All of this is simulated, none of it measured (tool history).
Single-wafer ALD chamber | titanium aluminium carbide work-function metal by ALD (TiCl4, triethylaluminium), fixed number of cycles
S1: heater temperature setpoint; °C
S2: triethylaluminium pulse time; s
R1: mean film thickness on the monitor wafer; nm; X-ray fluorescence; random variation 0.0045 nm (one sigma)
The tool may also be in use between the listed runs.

run	day	S1	S2	R1
1	0	300	12.14	1.9804
2	0.096	300	14.61	1.9879
3	0.438	300	16.27	1.9978
4	0.808	295	16.27	1.9524
5	0.967	291	13.88	1.9206
6	1.021	288	11.97	1.8819

Forecast run 7:
7	1.388	286	10.45	?

R1: 1.8433 nm
